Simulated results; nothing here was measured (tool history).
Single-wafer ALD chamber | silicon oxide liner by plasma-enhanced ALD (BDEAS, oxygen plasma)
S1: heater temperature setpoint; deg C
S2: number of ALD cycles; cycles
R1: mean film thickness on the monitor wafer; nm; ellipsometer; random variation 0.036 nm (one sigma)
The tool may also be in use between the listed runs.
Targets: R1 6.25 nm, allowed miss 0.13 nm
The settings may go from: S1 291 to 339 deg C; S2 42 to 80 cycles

Run 1, hour 0: S1 315 deg C, S2 61 cycles. Result: R1 5.3902 nm.
Run 2, hour 5.1: S1 323 deg C, S2 61 cycles. Result: R1 5.3649 nm.
Run 3, hour 6.1: S1 323 deg C, S2 64 cycles. Result: R1 5.6271 nm.
Run 4, hour 9.5: S1 323 deg C, S2 66 cycles. Result: R1 5.8594 nm.
Run 5, hour 10.4: S1 328 deg C, S2 66 cycles. Result: R1 5.8094 nm.
Run 6, hour 19: S1 328 deg C, S2 67 cycles. Result: R1 5.8494 nm.
Run 7, hour 23.6: S1 327 deg C, S2 68 cycles. Result: R1 5.8583 nm.
Run 8, hour 24.9: S1 327 deg C, S2 70 cycles. Result: R1 6.0986 nm.

5 next moves are on the table. One of them brings every result within its allowed miss. Which?
Run A, hour 26.2: S1 326 deg C, S2 72 cycles. Result: R1 ?.
Run B, hour 26.2: S1 337 deg C, S2 69 cycles. Result: R1 ?.
Run C, hour 26.2: S1 319 deg C, S2 65 cycles. Result: R1 ?.
Run D, hour 26.2: S1 309 deg C, S2 67 cycles. Result: R1 ?.
Run E, hour 26.2: S1 327 deg C, S2 68 cycles. Result: R1 ?.

move      R1
   A  6.3144
   B  5.9659
   C  5.7516
   D  6.0039
   E  5.9559
A: meets every target
B: further off than the last run
C: further off than the last run
D: further off than the last run
E: further off than the last run
Answer: A
